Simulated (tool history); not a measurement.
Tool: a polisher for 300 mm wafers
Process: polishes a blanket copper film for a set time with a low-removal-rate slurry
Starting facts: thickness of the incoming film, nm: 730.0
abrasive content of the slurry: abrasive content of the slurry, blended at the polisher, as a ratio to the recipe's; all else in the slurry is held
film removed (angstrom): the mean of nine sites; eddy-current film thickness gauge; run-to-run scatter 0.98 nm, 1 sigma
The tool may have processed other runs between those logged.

run    day  flow of slurry (ml/min)  pressure of the wafer on the pad (psi)  speed of the pad under the wafer (m/s)  abrasive content of the slurry  polishing time (s)  film removed (angstrom)
  1      0                      165                                     2.5                                    1.18                               1                  39                   1300.7
  2  0.067                      165                                     2.5                                    1.46                               1                  39                   1591.3
  3  0.225                      135                                     2.5                                    1.46                               1                  39                   1564.6
  4  0.408                      135                                       2                                    1.34                               1                  39                   1150.1
  5  0.575                      135                                     1.7                                    1.28                               1                  39                   920.78
  6  0.938                      100                                     1.7                                    1.28                               1                  39                   898.58
  7  1.079                      100                                     1.5                                    1.26                               1                  39                   777.33

Run 8 comes next. What will it give?
  8  1.125                      100                                     1.4                                    1.26                               1                  39                        ?

Run 8 came out at film removed (angstrom) 714.89.
